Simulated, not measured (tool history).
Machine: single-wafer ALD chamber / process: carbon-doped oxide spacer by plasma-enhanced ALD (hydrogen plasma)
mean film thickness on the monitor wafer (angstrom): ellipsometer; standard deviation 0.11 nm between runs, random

run,hour,heater temperature setpoint (deg C),number of ALD cycles (cycles),mean film thickness on the monitor wafer (angstrom)
1,0,410,416,174.92
2,8.2,414,416,174.6
3,13.7,409,416,175.28
4,22.6,409,449,190.9
5,28.2,409,394,167.15
6,33.4,409,423,181.66
# hour 40.9: thermocouple changed; heater temperature recalibrated
7,40.9,406,428,182.35
8,45.3,405,437,185.09

What does the tool deliver on the next run?
9,47.3,405,446,?

Run 9 gave mean film thickness on the monitor wafer (angstrom) 190.51.
